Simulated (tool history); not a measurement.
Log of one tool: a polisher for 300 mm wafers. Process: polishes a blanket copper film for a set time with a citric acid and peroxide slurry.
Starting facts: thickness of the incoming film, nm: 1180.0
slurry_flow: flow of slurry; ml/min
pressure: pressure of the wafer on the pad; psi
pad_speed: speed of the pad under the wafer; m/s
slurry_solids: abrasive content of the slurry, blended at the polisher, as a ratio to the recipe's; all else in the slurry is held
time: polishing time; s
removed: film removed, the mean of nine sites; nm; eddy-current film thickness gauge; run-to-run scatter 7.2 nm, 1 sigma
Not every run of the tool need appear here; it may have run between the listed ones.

run 1 hour=0.0 | slurry_flow=185 pressure=3.6 pad_speed=1.24 slurry_solids=1.0 time=116 | removed=400.89
run 2 hour=4.1 | slurry_flow=205 pressure=3.6 pad_speed=1.24 slurry_solids=1.0 time=116 | removed=410.27
run 3 hour=10.6 | slurry_flow=205 pressure=3.6 pad_speed=1.24 slurry_solids=1.1 time=116 | removed=415.27
run 4 hour=15.8 | slurry_flow=205 pressure=3.6 pad_speed=1.52 slurry_solids=1.1 time=116 | removed=492.78
run 5 hour=16.7 | slurry_flow=205 pressure=3.6 pad_speed=1.52 slurry_solids=1.1 time=122 | removed=527.10
run 6 hour=23.5 | slurry_flow=205 pressure=3.6 pad_speed=1.26 slurry_solids=1.1 time=122 | removed=443.90
run 7 hour=28.3 | slurry_flow=205 pressure=3.8 pad_speed=1.26 slurry_solids=1.1 time=122 | removed=470.11
run 8 hour=32.3 | slurry_flow=205 pressure=4.0 pad_speed=1.26 slurry_solids=1.1 time=122 | removed=498.06
run 9 hour=33.6 | slurry_flow=205 pressure=4.2 pad_speed=1.26 slurry_solids=1.1 time=122 | removed=523.58
run 10 hour=40.9 | slurry_flow=205 pressure=4.4 pad_speed=1.26 slurry_solids=1.1 time=122 | removed=537.65
run 11 hour=44.7 | slurry_flow=205 pressure=4.4 pad_speed=1.26 slurry_solids=1.1 time=122 | removed=542.70
run 12 hour=49.7 | slurry_flow=205 pressure=4.6 pad_speed=1.26 slurry_solids=1.1 time=122 | removed=562.13
run 13 hour=57.5 | slurry_flow=205 pressure=4.7 pad_speed=1.26 slurry_solids=1.1 time=122 | removed=575.27

Run 14 comes next. What will it give?
run 14 hour=58.9 | slurry_flow=205 pressure=4.8 pad_speed=1.26 slurry_solids=1.1 time=122 | removed=?

For run 14 the tool returned removed 588.44 nm.

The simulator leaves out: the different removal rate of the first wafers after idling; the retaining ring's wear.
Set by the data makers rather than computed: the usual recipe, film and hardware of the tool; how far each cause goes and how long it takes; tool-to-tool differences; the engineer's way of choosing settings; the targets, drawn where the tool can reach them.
